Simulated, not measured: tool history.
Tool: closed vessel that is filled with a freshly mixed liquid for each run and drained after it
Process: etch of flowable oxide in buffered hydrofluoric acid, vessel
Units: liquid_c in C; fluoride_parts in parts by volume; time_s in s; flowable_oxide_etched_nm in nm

| run | hour | liquid_c | fluoride_parts | time_s | flowable_oxide_etched_nm |
|---|---|---|---|---|---|
| 1 | 0.0 | 23.0 | 8.5 | 100 | 556.40 |
| 2 | 8.0 | 26.5 | 8.5 | 100 | 672.58 |
| 3 | 15.6 | 25.0 | 8.5 | 100 | 622.73 |
| 4 | 18.4 | 25.0 | 8.5 | 100 | 619.09 |
| 5 | 27.4 | 26.5 | 8.0 | 100 | 724.66 |
| 6 | 30.5 | 25.0 | 8.0 | 100 | 663.59 |
| 7 | 31.5 | 26.5 | 8.0 | 100 | 735.70 |
| 8 | 38.9 | 27.5 | 8.0 | 100 | 755.61 |

The next listed run, before its measurement:
| 9 | 41.1 | 31.0 | 7.0 | 100 | ? |

flowable_oxide_etched_nm: 1042.30 nm

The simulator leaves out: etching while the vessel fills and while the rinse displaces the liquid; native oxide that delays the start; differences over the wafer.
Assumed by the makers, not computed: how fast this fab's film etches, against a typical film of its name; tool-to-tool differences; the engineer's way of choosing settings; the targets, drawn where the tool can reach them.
